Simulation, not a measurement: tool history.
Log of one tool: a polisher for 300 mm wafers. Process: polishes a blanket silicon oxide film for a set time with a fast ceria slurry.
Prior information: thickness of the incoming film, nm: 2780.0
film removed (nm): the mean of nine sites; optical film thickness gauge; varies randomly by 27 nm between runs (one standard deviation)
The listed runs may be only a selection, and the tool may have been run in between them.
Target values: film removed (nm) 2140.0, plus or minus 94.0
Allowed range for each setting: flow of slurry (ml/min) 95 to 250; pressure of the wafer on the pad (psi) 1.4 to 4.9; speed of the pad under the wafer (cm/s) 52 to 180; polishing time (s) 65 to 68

run	hour	flow of slurry (ml/min)	pressure of the wafer on the pad (psi)	speed of the pad under the wafer (cm/s)	polishing time (s)	film removed (nm)
1	0.0	160	3.1	116	65	1467.2
2	1.0	160	3.3	116	65	1537.1
3	2.9	135	3.3	116	65	1502.3
4	11.2	135	3.3	116	65	1537.7
5	17.0	135	3.5	116	65	1582.9
6	23.2	135	3.7	116	65	1696.7
7	28.0	135	3.8	116	65	1726.3
8	32.6	135	3.9	116	65	1759.8
9	38.4	135	4.0	116	65	1817.1
10	44.1	135	4.1	116	65	1878.1
11	48.4	135	4.2	116	65	1922.5

Which one of the following 5 next-run settings gets every result inside its allowed miss? There is exactly one.
A	52.7	125	3.6	124	68	?
B	52.7	135	4.4	108	66	?
C	52.7	150	3.9	106	65	?
D	52.7	130	3.9	114	65	?
E	52.7	165	4.5	112	68	?

move	film removed (nm)
A	1793.7
B	1871.0
C	1630.1
D	1717.3
E	2092.9
A: moves away from the targets compared with the last run
B: moves away from the targets compared with the last run
C: moves away from the targets compared with the last run
D: moves away from the targets compared with the last run
E: all results in spec
Move E is the one to make.
